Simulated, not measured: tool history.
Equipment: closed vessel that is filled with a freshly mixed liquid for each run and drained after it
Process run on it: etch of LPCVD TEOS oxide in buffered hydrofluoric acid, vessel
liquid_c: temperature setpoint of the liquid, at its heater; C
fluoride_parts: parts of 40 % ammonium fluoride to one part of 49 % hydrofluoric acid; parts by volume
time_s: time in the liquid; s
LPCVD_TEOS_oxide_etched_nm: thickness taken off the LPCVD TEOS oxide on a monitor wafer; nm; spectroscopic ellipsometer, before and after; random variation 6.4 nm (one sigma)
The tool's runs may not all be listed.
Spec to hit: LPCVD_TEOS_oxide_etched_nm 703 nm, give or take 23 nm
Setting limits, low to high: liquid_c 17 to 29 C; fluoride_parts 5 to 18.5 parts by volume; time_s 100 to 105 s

run,hour,liquid_c,fluoride_parts,time_s,LPCVD_TEOS_oxide_etched_nm
1,0,21,11.5,100,432.51
2,7.2,21,11.5,105,454.35
3,14.3,21,9.5,105,532.62
4,20.7,21,9.5,100,507.68
5,28.1,21,9.5,105,534.22
6,35.8,22.5,9.5,105,588.74
7,40,23.5,9.5,105,613.16
8,46.2,24.5,9.5,105,657.58
9,53.8,25,9.5,105,678.96

Pick the move, out of 4, that brings all results within their allowed miss; only one does.
A,61.4,22.5,8,100,?
B,61.4,24,9,105,?
C,61.4,25,9.5,100,?
D,61.4,24,8.5,105,?

move,LPCVD_TEOS_oxide_etched_nm
A,663.36
B,665.46
C,646.81
D,708.06
A: misses by more than the last run did
B: misses by more than the last run did
C: misses by more than the last run did
D: hits every target within its allowed miss
Move D is the one to make.
